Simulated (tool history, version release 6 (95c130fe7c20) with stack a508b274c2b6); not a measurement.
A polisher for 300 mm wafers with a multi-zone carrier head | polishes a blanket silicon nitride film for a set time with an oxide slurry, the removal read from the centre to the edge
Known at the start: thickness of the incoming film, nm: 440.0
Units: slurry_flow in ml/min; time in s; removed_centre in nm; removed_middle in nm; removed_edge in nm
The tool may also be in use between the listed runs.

run	hour	slurry_flow	centre_zone	middle_zone	edge_zone	slurry_solids	time	removed_centre	removed_middle	removed_edge
1	0.0	180	1.00	1.00	1.00	1.00	78	62.837	64.191	64.100
2	6.0	220	1.00	1.00	1.00	1.00	78	65.325	66.702	67.079
3	12.4	220	1.00	0.94	1.00	1.00	78	65.193	62.443	66.150
4	16.7	210	0.98	0.93	0.98	0.95	78	63.120	60.988	63.045
5	24.0	200	0.96	0.92	0.98	0.90	78	59.741	58.414	61.728
6	29.2	200	0.96	0.92	0.98	0.80	78	57.127	54.096	58.015
7	38.2	195	0.94	0.92	0.97	0.80	78	55.738	56.491	58.120

Forecast run 8:
8	43.1	190	0.93	0.91	0.96	0.75	78	?	?	?

removed_centre: 54.555 nm
removed_middle: 53.317 nm
removed_edge: 57.523 nm
